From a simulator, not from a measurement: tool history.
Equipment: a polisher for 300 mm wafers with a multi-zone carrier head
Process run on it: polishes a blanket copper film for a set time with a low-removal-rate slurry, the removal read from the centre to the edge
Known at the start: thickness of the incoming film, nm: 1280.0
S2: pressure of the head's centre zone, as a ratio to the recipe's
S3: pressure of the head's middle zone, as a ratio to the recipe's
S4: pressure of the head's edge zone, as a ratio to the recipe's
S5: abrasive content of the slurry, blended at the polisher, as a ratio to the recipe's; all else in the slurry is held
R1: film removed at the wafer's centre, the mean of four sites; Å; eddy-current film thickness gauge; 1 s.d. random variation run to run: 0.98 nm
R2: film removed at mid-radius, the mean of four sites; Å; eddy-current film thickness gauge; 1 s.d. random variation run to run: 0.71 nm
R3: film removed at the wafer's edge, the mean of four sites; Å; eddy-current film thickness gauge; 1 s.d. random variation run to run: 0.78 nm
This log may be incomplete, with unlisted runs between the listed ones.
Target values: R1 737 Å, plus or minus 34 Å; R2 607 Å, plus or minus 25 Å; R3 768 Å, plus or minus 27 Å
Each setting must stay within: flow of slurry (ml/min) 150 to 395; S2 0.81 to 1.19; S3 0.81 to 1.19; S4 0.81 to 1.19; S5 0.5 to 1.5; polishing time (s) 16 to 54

{"run": 1, "hour": 0.0, "flow of slurry (ml/min)": 250, "S2": 1, "S3": 1, "S4": 1, "S5": 1, "polishing time (s)": 35, "R1": 1435.1, "R2": 1481.3, "R3": 1449.6}
{"run": 2, "hour": 1.8, "flow of slurry (ml/min)": 230, "S2": 1.01, "S3": 0.96, "S4": 1.02, "S5": 0.9, "polishing time (s)": 31, "R1": 1242.1, "R2": 1217.9, "R3": 1267.4}
{"run": 3, "hour": 6.2, "flow of slurry (ml/min)": 230, "S2": 1.01, "S3": 0.96, "S4": 1.02, "S5": 0.9, "polishing time (s)": 26, "R1": 1059.8, "R2": 1011.8, "R3": 1044.4}
{"run": 4, "hour": 11.2, "flow of slurry (ml/min)": 230, "S2": 1.01, "S3": 0.96, "S4": 1.02, "S5": 0.75, "polishing time (s)": 26, "R1": 982.36, "R2": 976.02, "R3": 1013.4}
{"run": 5, "hour": 18.7, "flow of slurry (ml/min)": 225, "S2": 1.02, "S3": 0.93, "S4": 1.03, "S5": 0.7, "polishing time (s)": 24, "R1": 912.64, "R2": 868.31, "R3": 936.3}
{"run": 6, "hour": 24.9, "flow of slurry (ml/min)": 225, "S2": 0.97, "S3": 0.93, "S4": 1.03, "S5": 0.7, "polishing time (s)": 24, "R1": 880.24, "R2": 849.08, "R3": 928.66}
{"run": 7, "hour": 25.8, "flow of slurry (ml/min)": 220, "S2": 0.98, "S3": 0.91, "S4": 1.04, "S5": 0.65, "polishing time (s)": 23, "R1": 830.38, "R2": 798.14, "R3": 899.03}
{"run": 8, "hour": 31.2, "flow of slurry (ml/min)": 215, "S2": 1, "S3": 0.89, "S4": 1.05, "S5": 0.6, "polishing time (s)": 22, "R1": 787.11, "R2": 750.12, "R3": 832.52}
{"run": 9, "hour": 35.9, "flow of slurry (ml/min)": 245, "S2": 1.01, "S3": 0.87, "S4": 1.07, "S5": 0.6, "polishing time (s)": 21, "R1": 802.26, "R2": 705.53, "R3": 823.11}
{"run": 10, "hour": 43.3, "flow of slurry (ml/min)": 250, "S2": 1.01, "S3": 0.86, "S4": 1.08, "S5": 0.6, "polishing time (s)": 21, "R1": 781.98, "R2": 691.1, "R3": 841.29}
{"run": 11, "hour": 48.3, "flow of slurry (ml/min)": 255, "S2": 1.02, "S3": 0.85, "S4": 1.08, "S5": 0.6, "polishing time (s)": 21, "R1": 793.97, "R2": 703.12, "R3": 829.63}
{"run": 12, "hour": 49.2, "flow of slurry (ml/min)": 260, "S2": 1.03, "S3": 0.84, "S4": 1.09, "S5": 0.6, "polishing time (s)": 21, "R1": 801.82, "R2": 694.17, "R3": 830.02}
{"run": 13, "hour": 50.2, "flow of slurry (ml/min)": 265, "S2": 1.03, "S3": 0.83, "S4": 1.1, "S5": 0.6, "polishing time (s)": 21, "R1": 796.05, "R2": 693.69, "R3": 827.04}

Of the 4 settings listed for the next run, only one would bring every result within its allowed miss of target. Which one?
{"run": "A", "hour": 51.2, "flow of slurry (ml/min)": 285, "S2": 1.04, "S3": 0.81, "S4": 1.16, "S5": 0.55, "polishing time (s)": 21, "R1": "?", "R2": "?", "R3": "?"}
{"run": "B", "hour": 51.2, "flow of slurry (ml/min)": 285, "S2": 1.19, "S3": 0.81, "S4": 1.12, "S5": 0.8, "polishing time (s)": 18, "R1": "?", "R2": "?", "R3": "?"}
{"run": "C", "hour": 51.2, "flow of slurry (ml/min)": 335, "S2": 1.05, "S3": 0.81, "S4": 1.09, "S5": 0.5, "polishing time (s)": 21, "R1": "?", "R2": "?", "R3": "?"}
{"run": "D", "hour": 51.2, "flow of slurry (ml/min)": 305, "S2": 1.04, "S3": 0.81, "S4": 1.14, "S5": 0.55, "polishing time (s)": 19, "R1": "?", "R2": "?", "R3": "?"}

move=A R1=824.3 R2=668.75 R3=847.3
move=B R1=838.82 R2=614.94 R3=765.56
move=C R1=830.7 R2=668.11 R3=816.85
move=D R1=751.7 R2=609.41 R3=763.9
A: closer than the last run, but not yet in spec
B: brings the last run's worst result on target, with another outside its allowed miss
C: closer than the last run, but not yet in spec
D: meets every target
The right move is D.
